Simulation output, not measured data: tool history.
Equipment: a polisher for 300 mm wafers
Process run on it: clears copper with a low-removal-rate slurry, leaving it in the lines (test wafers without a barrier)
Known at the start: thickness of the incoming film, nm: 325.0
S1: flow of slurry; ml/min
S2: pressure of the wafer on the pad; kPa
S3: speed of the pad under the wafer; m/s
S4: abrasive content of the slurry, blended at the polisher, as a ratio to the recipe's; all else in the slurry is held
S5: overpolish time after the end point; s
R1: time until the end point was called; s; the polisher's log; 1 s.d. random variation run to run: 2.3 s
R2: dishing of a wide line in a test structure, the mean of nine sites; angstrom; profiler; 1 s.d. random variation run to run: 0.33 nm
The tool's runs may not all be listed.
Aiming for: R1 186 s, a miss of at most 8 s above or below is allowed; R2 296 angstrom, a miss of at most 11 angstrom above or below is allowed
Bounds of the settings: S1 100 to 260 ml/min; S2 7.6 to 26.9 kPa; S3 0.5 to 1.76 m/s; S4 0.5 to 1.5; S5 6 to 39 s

run 1 day=0 | S1=165 S2=17.2 S3=1.12 S4=1 S5=20 | R1=131.7 R2=363.61
run 2 day=0.183 | S1=165 S2=17.2 S3=0.94 S4=1 S5=20 | R1=155.09 R2=314.5
run 3 day=0.475 | S1=160 S2=16.5 S3=0.94 S4=1 S5=21 | R1=164.71 R2=313.68
run 4 day=0.817 | S1=150 S2=16.5 S3=0.94 S4=1 S5=21 | R1=159.96 R2=310.11
run 5 day=0.975 | S1=150 S2=15.9 S3=0.94 S4=1 S5=21 | R1=165.86 R2=299.19
run 6 day=1.133 | S1=150 S2=15.9 S3=1.1 S4=1 S5=21 | R1=143.21 R2=338.05
run 7 day=1.233 | S1=150 S2=14.5 S3=1.1 S4=1 S5=22 | R1=160.28 R2=321.66
run 8 day=1.404 | S1=150 S2=13.8 S3=1.1 S4=1 S5=22 | R1=164.09 R2=312.97
run 9 day=1.75 | S1=130 S2=11.7 S3=1.1 S4=1 S5=24 | R1=197.66 R2=280.55
run 10 day=1.871 | S1=135 S2=11.7 S3=1.1 S4=1 S5=24 | R1=202.04 R2=284.39
run 11 day=2.117 | S1=140 S2=11.7 S3=1.1 S4=1 S5=24 | R1=196.64 R2=289.55
run 12 day=2.162 | S1=145 S2=11.7 S3=1.1 S4=1 S5=24 | R1=195.15 R2=293.33
run 13 day=2.354 | S1=150 S2=11.7 S3=1.1 S4=1 S5=24 | R1=193.54 R2=294.53

5 next moves are on the table. One of them brings every result within its allowed miss. Which?
run A day=2.546 | S1=120 S2=12.4 S3=1.14 S4=0.95 S5=22 | R1=? R2=?
run B day=2.546 | S1=155 S2=11 S3=1.06 S4=0.95 S5=26 | R1=? R2=?
run C day=2.546 | S1=155 S2=12.4 S3=0.98 S4=0.9 S5=27 | R1=? R2=?
run D day=2.546 | S1=125 S2=14.5 S3=1.02 S4=0.85 S5=23 | R1=? R2=?
run E day=2.546 | S1=140 S2=9.7 S3=1.3 S4=1 S5=25 | R1=? R2=?

move=A R1=190.68 R2=279.74
move=B R1=216.67 R2=287.09
move=C R1=211 R2=304.53
move=D R1=185.15 R2=299.67
move=E R1=203.85 R2=289.87
A: puts the biggest miss on target and leaves a different result outside tolerance
B: its largest miss is bigger than the last run's
C: its largest miss is bigger than the last run's
D: in spec on every target
E: its largest miss is bigger than the last run's
The right move is D.
